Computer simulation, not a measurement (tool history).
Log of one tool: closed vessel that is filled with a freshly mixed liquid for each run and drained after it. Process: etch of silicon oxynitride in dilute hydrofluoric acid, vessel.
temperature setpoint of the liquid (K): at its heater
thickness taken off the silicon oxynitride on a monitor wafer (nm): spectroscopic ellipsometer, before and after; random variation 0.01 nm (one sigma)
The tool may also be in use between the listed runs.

| run | day | temperature setpoint of the liquid (K) | parts of water to one part of 49 % hydrofluoric acid (parts by volume) | time in the liquid (s) | thickness taken off the silicon oxynitride on a monitor wafer (nm) |
|---|---|---|---|---|---|
| 1 | 0.000 | 295.15 | 155 | 170 | 4.5485 |
| 2 | 0.221 | 293.65 | 160 | 170 | 4.1145 |
| 3 | 0.612 | 292.65 | 165 | 170 | 3.7816 |
| 4 | 0.842 | 292.15 | 170 | 170 | 3.5547 |
| 5 | 1.083 | 291.65 | 170 | 170 | 3.4797 |
| 6 | 1.175 | 291.65 | 170 | 170 | 3.4872 |

Forecast run 7:
| 7 | 1.229 | 291.15 | 175 | 170 | ? |

thickness taken off the silicon oxynitride on a monitor wafer (nm): 3.2991

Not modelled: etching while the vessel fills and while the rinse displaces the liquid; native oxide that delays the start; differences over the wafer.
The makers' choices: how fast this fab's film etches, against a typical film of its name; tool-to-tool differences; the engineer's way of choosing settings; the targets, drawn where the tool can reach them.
